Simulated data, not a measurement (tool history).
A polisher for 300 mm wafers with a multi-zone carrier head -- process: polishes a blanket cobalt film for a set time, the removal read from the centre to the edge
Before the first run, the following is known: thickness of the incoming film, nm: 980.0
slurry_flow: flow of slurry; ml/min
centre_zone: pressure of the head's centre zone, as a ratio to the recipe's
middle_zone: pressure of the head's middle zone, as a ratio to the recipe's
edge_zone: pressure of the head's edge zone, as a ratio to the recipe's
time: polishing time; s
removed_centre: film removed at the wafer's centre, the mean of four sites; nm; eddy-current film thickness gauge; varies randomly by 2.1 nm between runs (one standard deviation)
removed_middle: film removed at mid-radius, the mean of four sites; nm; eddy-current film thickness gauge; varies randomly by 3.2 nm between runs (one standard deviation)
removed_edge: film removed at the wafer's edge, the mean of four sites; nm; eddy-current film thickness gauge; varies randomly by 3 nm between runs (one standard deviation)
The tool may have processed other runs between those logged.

| run | hour | slurry_flow | centre_zone | middle_zone | edge_zone | time | removed_centre | removed_middle | removed_edge |
|---|---|---|---|---|---|---|---|---|---|
| 1 | 0 | 170 | 1 | 1 | 1 | 37 | 189.19 | 176.04 | 186.28 |
| 2 | 8.6 | 180 | 0.97 | 1.05 | 1.04 | 39 | 194.07 | 198.81 | 205.01 |
| 3 | 13.3 | 190 | 0.96 | 1.09 | 1.07 | 40 | 198.45 | 213.72 | 209.91 |
| 4 | 18.8 | 195 | 0.94 | 1.1 | 1.09 | 41 | 203.87 | 222.39 | 218.9 |
| 5 | 23.8 | 200 | 0.91 | 1.12 | 1.11 | 42 | 202.36 | 230.89 | 225.83 |
| 6 | 29.8 | 205 | 0.9 | 1.13 | 1.13 | 43 | 209.19 | 240.9 | 238.62 |
| 7 | 36.4 | 205 | 0.89 | 1.14 | 1.14 | 43 | 202.18 | 242.26 | 236.31 |
|  | 37.6 | slurry nozzle cleaned |
| 8 | 37.6 | 230 | 0.89 | 1.17 | 1.17 | 44 | 229.29 | 266.33 | 263.39 |
| 9 | 43.8 | 220 | 0.89 | 1.17 | 1.17 | 44 | 224.67 | 274.12 | 263.7 |
| 10 | 49.7 | 210 | 0.89 | 1.16 | 1.16 | 44 | 224.4 | 265.74 | 258.03 |

Run 11, settings as shown, results not yet in. Your forecast:
| 11 | 52 | 205 | 0.88 | 1.16 | 1.15 | 44 | ? | ? | ? |

Run 11 yielded removed_centre 222.83 nm, removed_middle 272.97 nm, removed_edge 254.38 nm.

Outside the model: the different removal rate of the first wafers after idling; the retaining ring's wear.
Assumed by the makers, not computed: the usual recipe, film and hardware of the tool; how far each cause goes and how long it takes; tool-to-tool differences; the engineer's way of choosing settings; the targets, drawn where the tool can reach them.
